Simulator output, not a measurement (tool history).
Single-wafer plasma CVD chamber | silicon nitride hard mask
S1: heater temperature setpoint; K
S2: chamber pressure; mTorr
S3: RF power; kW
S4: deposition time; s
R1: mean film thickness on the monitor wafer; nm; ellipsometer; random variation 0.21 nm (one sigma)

Run 1, day 0: S1 683.15 K, S2 1550 mTorr, S3 0.28 kW, S4 44 s. Result: R1 44.692 nm.
Run 2, day 0.3: S1 683.15 K, S2 1440 mTorr, S3 0.275 kW, S4 44 s. Result: R1 43.269 nm.
Run 3, day 0.383: S1 683.15 K, S2 1680 mTorr, S3 0.275 kW, S4 44 s. Result: R1 45.844 nm.
Run 4, day 0.754: S1 676.15 K, S2 1680 mTorr, S3 0.275 kW, S4 44 s. Result: R1 45.433 nm.
Run 5, day 1.038: S1 676.15 K, S2 1680 mTorr, S3 0.26 kW, S4 44 s. Result: R1 44.605 nm.
Run 6, day 1.321: S1 676.15 K, S2 1420 mTorr, S3 0.26 kW, S4 44 s. Result: R1 41.89 nm.
Run 7, day 1.658: S1 676.15 K, S2 1370 mTorr, S3 0.26 kW, S4 44 s. Result: R1 41.037 nm.
Run 8, day 1.908: S1 676.15 K, S2 1340 mTorr, S3 0.26 kW, S4 44 s. Result: R1 40.878 nm.
Run 9, day 2.075: S1 676.15 K, S2 1310 mTorr, S3 0.26 kW, S4 44 s. Result: R1 40.828 nm.

The next listed run, before its measurement:
Run 10, day 2.442: S1 676.15 K, S2 1280 mTorr, S3 0.26 kW, S4 44 s. Result: R1 ?.

Run 10 gave R1 40.285 nm.
